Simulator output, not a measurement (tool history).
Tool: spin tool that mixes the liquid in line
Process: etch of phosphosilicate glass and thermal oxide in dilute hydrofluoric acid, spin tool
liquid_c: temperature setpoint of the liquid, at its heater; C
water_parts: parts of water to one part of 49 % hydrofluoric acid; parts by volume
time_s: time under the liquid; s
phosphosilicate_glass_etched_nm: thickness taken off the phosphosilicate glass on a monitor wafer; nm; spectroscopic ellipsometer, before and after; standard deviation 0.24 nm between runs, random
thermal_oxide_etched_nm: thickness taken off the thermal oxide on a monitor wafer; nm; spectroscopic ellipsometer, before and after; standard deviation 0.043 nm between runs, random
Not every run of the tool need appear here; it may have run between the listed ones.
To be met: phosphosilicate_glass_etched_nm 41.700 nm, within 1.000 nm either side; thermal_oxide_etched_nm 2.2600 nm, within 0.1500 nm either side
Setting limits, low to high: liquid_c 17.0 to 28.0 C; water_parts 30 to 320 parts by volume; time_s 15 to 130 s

run	day	liquid_c	water_parts	time_s	phosphosilicate_glass_etched_nm	thermal_oxide_etched_nm
1	0.000	20.0	175	65	28.343	1.5445
2	0.279	23.0	175	65	32.047	1.7403
3	0.483	23.5	175	65	32.641	1.8540
4	0.725	23.5	125	65	48.424	2.5839
5	1.088	23.5	100	65	62.630	3.2889
6	1.350	23.0	105	65	58.432	3.1781
7	1.542	22.5	105	65	57.253	2.9746
8	1.646	22.0	110	65	53.084	2.8912
9	1.875	18.5	125	65	39.358	2.1606
10	2.250	19.0	125	65	40.794	2.2168

Pick the move, out of 4, that brings all results within their allowed miss; only one does.
A	2.625	17.0	195	115	?	?
B	2.625	22.5	110	50	?	?
C	2.625	18.0	140	75	?	?
D	2.625	19.5	140	70	?	?

move	phosphosilicate_glass_etched_nm	thermal_oxide_etched_nm
A	39.533	2.1181
B	41.432	2.2198
C	39.422	2.1121
D	39.100	2.0949
A: the biggest miss grows against the last run
B: all results in spec
C: the biggest miss grows against the last run
D: the biggest miss grows against the last run
B meets every target.
